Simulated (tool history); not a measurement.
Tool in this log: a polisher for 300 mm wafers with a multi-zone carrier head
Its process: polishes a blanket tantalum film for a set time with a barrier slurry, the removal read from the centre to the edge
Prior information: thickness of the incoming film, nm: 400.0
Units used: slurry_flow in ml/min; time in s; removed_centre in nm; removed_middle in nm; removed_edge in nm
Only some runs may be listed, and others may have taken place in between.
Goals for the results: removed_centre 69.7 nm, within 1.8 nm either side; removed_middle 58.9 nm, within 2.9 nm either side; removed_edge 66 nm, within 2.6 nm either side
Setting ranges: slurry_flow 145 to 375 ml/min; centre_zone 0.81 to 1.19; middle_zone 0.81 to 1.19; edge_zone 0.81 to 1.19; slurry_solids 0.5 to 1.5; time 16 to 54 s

run,day,slurry_flow,centre_zone,middle_zone,edge_zone,slurry_solids,time,removed_centre,removed_middle,removed_edge
1,0,240,1,1,1,1,35,76.196,75.741,76.596
2,0.088,235,1,0.98,0.99,0.95,35,73.282,70.719,75.22
3,0.438,235,1,0.98,0.95,0.95,35,74.751,73.74,73.202
4,0.688,235,1,1.02,0.95,0.95,35,75.485,76.595,72.994
5,0.921,235,1,1.02,0.95,1.05,35,76.431,76.773,73.858
6,1.262,230,1,1,0.94,1.05,35,76.892,79.023,75.743
7,1.354,235,1,0.99,0.94,1,35,75.547,75.996,74.907
8,1.55,235,1.01,0.98,0.94,0.95,35,74.815,72.683,72.137
9,1.762,235,1.01,0.97,0.94,0.95,35,74.447,72.74,74.068
10,1.833,235,1.02,0.96,0.94,0.9,35,74.497,71.983,72.109
11,2,190,1.03,0.86,0.97,0.75,34,66.384,57.967,63.012
12,2.362,195,1.03,0.86,0.97,0.75,34,65.757,58.732,65.116
13,2.688,200,1.04,0.86,0.97,0.75,34,66.615,58.654,65.719
14,3.017,200,1.04,0.86,0.97,0.75,34,67.515,59.453,64.434

Which of these 4 next moves meets every target?
A,3.346,185,1.07,1.01,0.88,0.75,35,?,?,?
B,3.346,215,1,0.94,0.97,0.65,35,?,?,?
C,3.346,195,1.08,0.86,1,0.7,35,?,?,?
D,3.346,245,0.99,0.95,0.88,0.7,34,?,?,?

move,removed_centre,removed_middle,removed_edge
A,69.354,65.693,63.008
B,63.024,60.427,63.213
C,68.637,58.013,65.56
D,63.956,62.193,61.453
A: brings the result that was furthest off to its target, and leaves another outside
B: further off than the last run
C: all results in spec
D: further off than the last run
The right move is C.
